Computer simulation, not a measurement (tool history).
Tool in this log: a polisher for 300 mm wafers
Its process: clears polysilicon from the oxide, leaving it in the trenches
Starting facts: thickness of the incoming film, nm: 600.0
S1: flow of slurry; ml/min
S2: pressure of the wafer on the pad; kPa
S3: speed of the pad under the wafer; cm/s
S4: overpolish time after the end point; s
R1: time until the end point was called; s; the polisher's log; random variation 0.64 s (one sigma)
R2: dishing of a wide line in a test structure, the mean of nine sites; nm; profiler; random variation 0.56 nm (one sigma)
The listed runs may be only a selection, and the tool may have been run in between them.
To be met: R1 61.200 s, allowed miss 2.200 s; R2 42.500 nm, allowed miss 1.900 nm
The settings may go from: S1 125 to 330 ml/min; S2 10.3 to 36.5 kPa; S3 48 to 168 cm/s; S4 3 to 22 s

run  hour   S1    S2   S3  S4      R1      R2
  1   0.0  210  23.4  108  11  43.984  47.711
  2   4.6  210  23.4  126  11  37.641  49.208
  3   6.8  210  26.9  126  11  34.626  49.149
  4  13.0  160  26.9  126  11  35.956  49.896
  5  18.3  160  22.8  124   9  40.359  47.267
  6  25.0  195  22.8  124   9  39.722  48.766
  7  25.8  195  22.8  124   9  39.351  47.447
  8  29.2  190  15.9  122   5  49.303  36.023
  9  30.8  185  15.2  120   7  49.838  41.061
 10  35.9  180  13.8  118   7  54.994  40.427
 11  38.8  175  13.1  118   7  56.887  40.290
 12  46.3  170  11.0  118  12  60.974  45.339
 13  50.3  170  11.0  118  11  61.320  44.908
 14  56.5  170  11.0  118   6  61.331  35.644
 15  60.0  175  11.0  118   7  60.478  38.343

Below are 4 possible settings for the next run. Only one of them brings all results inside the allowed miss of their targets. Which is it?
  A  63.5  150  15.9  104   7   ?   ?
  B  63.5  125  20.7   90   9   ?   ?
  C  63.5  165  10.3  114   7   ?   ?
  D  63.5  130  13.1  116  16   ?   ?

move      R1      R2
   A  59.113  38.398
   B  61.353  41.757
   C  64.546  36.900
   D  60.250  47.873
A: roughly where the last run was
B: hits every target within its allowed miss
C: further off than the last run
D: takes the result that was furthest off past its target
The right move is B.
